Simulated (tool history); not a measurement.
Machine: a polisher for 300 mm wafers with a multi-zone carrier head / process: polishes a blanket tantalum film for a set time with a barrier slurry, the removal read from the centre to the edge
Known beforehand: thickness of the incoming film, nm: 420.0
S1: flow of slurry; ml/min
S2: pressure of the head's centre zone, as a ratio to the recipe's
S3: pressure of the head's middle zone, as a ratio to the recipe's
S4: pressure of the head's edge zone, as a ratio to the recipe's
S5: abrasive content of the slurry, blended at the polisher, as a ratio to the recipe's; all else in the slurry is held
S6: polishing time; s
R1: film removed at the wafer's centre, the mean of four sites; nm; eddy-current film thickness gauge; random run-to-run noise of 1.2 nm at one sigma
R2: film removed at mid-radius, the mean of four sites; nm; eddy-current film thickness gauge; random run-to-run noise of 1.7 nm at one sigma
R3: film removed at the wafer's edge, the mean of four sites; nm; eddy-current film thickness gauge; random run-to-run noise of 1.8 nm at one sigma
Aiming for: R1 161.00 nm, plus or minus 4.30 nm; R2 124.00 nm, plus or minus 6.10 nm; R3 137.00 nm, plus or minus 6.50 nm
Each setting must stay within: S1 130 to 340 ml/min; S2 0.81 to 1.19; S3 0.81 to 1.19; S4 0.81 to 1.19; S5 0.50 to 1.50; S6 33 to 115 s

run	hour	S1	S2	S3	S4	S5	S6	R1	R2	R3
1	0.0	220	1.00	1.00	1.00	1.00	73	148.39	152.94	148.05
2	7.5	220	1.00	1.00	1.00	1.10	73	154.20	155.55	155.33
3	15.5	220	1.02	0.97	0.99	1.10	73	154.57	149.92	155.23
4	17.0	220	1.02	0.97	0.99	1.00	73	151.80	146.22	148.14
5	24.3	220	1.02	0.97	0.99	0.85	73	141.85	140.50	144.64
6	27.8	230	1.05	0.96	0.98	0.85	73	146.10	140.49	141.45
7	29.2	230	1.07	0.94	0.98	0.85	73	149.44	132.93	139.71
8	30.5	235	1.08	0.93	0.98	0.85	73	152.43	134.63	136.66
9	37.8	230	1.09	0.92	0.99	0.85	73	152.93	132.09	138.44
10	39.1	230	1.10	0.91	0.99	0.85	73	152.14	132.26	143.42
11	41.8	235	1.11	0.90	0.98	0.85	73	156.69	129.34	139.90
12	48.9	235	1.11	0.89	0.98	0.85	73	152.70	127.89	141.82
13	54.1	240	1.12	0.89	0.98	0.85	73	157.27	129.83	137.68

Which single option among these 4 for the next run brings every result within its allowed miss of target? Just one does.
A	59.3	230	1.18	0.87	0.98	0.85	71	?	?	?
B	59.3	275	1.11	1.03	0.95	0.80	72	?	?	?
C	59.3	240	1.14	0.92	0.99	0.80	72	?	?	?
D	59.3	210	1.10	0.92	0.99	0.90	71	?	?	?

move	R1	R2	R3
A	159.20	122.66	134.81
B	150.52	141.40	132.41
C	152.44	127.19	133.96
D	150.54	130.43	137.78
A: in spec on every target
B: the biggest miss grows against the last run
C: the worst result of the last run now meets its target, but another is out of spec
D: the biggest miss grows against the last run
A meets every target.
